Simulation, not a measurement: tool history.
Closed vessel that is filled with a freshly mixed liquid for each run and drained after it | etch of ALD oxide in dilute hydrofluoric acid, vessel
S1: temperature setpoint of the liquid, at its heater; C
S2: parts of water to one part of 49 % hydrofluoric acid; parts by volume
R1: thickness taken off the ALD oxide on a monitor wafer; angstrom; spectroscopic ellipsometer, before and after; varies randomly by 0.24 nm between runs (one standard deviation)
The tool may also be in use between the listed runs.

Run 1, hour 0: S1 25 C, S2 80 parts by volume, time in the liquid (s) 95. Result: R1 237.66 angstrom.
Run 2, hour 6.6: S1 27 C, S2 75 parts by volume, time in the liquid (s) 95. Result: R1 276.5 angstrom.
Run 3, hour 9.8: S1 27 C, S2 65 parts by volume, time in the liquid (s) 95. Result: R1 323.52 angstrom.
Run 4, hour 18.7: S1 27 C, S2 65 parts by volume, time in the liquid (s) 95. Result: R1 326.26 angstrom.
Run 5, hour 27.7: S1 28.5 C, S2 65 parts by volume, time in the liquid (s) 95. Result: R1 343.2 angstrom.
Run 6, hour 34: S1 28.5 C, S2 65 parts by volume, time in the liquid (s) 100. Result: R1 359.88 angstrom.
Run 7, hour 42.1: S1 29.5 C, S2 65 parts by volume, time in the liquid (s) 100. Result: R1 377.71 angstrom.
Run 8, hour 50.4: S1 30.5 C, S2 65 parts by volume, time in the liquid (s) 100. Result: R1 391.44 angstrom.
Run 9, hour 56.4: S1 31 C, S2 65 parts by volume, time in the liquid (s) 100. Result: R1 397.3 angstrom.

Run 10, settings as shown, results not yet in. Your forecast:
Run 10, hour 59.7: S1 31.5 C, S2 65 parts by volume, time in the liquid (s) 100. Result: R1 ?.

{"run 10": {"R1": 409.61}}
